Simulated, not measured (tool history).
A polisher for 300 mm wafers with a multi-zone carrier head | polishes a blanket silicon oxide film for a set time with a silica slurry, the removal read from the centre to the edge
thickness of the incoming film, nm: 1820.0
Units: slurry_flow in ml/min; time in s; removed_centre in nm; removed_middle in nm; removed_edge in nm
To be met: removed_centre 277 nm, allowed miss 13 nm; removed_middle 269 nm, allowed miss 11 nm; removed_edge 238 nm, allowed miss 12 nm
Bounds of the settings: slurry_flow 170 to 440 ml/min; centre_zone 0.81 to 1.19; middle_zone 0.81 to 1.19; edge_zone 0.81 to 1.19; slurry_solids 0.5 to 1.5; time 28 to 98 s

run	hour	slurry_flow	centre_zone	middle_zone	edge_zone	slurry_solids	time	removed_centre	removed_middle	removed_edge
1	0	280	1	1	1	1	63	172.07	178.16	169.21
2	2.4	340	1	1	1	1	63	177.05	176.6	173.3
3	7.8	340	1	1	0.96	1	63	176.64	177.89	167.97
4	15.3	340	1.02	1.02	0.97	1.1	64	195.77	191.92	181.74
5	18.3	340	1.02	1.02	0.97	0.95	64	175.39	178.19	166.37
6	26	335	1.03	1.04	0.97	1.05	65	193.08	193.43	175.63
7	29.2	335	1.03	1.05	0.98	1.15	66	204.02	205.45	188.51
8	35.3	350	1.13	1.15	1.01	1.4	70	261.15	254.57	229.09
9	36.6	350	1.14	1.16	1.01	1.4	70	265.34	255.73	230.27
10	44	350	1.14	1.17	1.01	1.4	70	262.46	261.72	228.13
11	50.2	350	1.15	1.17	1.01	1.4	70	258.8	261.07	225.27
12	57.4	355	1.15	1.17	1.01	1.4	70	263.67	257.06	225.46

4 next moves are on the table. One of them brings every result within its allowed miss. Which?
A	64.6	340	1.19	0.97	1.04	1.45	72	?	?	?
B	64.6	395	1.13	1.18	1	1.4	73	?	?	?
C	64.6	305	1.13	1.07	1.08	1.35	72	?	?	?
D	64.6	435	1.16	1.07	1.05	1.5	68	?	?	?

move	removed_centre	removed_middle	removed_edge
A	290.09	236.56	239.46
B	278.7	269.19	236.25
C	265.14	241.6	235.23
D	275.71	244.07	233.03
A: further off than the last run
B: meets every target
C: further off than the last run
D: further off than the last run
The right move is B.
